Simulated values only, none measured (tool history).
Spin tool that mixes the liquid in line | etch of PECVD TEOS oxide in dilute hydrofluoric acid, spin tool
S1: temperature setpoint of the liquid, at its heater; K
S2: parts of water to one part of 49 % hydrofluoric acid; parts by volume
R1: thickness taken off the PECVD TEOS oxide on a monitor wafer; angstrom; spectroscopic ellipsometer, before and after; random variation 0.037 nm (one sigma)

{"run": 1, "day": 0.0, "S1": 294.15, "S2": 175, "time under the liquid (s)": 75, "R1": 53.899}
{"run": 2, "day": 0.354, "S1": 293.15, "S2": 185, "time under the liquid (s)": 75, "R1": 48.692}
{"run": 3, "day": 0.5, "S1": 293.15, "S2": 185, "time under the liquid (s)": 50, "R1": 32.415}
{"run": 4, "day": 0.617, "S1": 293.65, "S2": 185, "time under the liquid (s)": 50, "R1": 33.02}
{"run": 5, "day": 0.742, "S1": 294.65, "S2": 185, "time under the liquid (s)": 50, "R1": 34.225}
{"run": 6, "day": 0.858, "S1": 294.65, "S2": 135, "time under the liquid (s)": 50, "R1": 49.743}

Run 7 comes next. What will it give?
{"run": 7, "day": 1.217, "S1": 293.65, "S2": 145, "time under the liquid (s)": 50, "R1": "?"}

R1: 44.128 angstrom
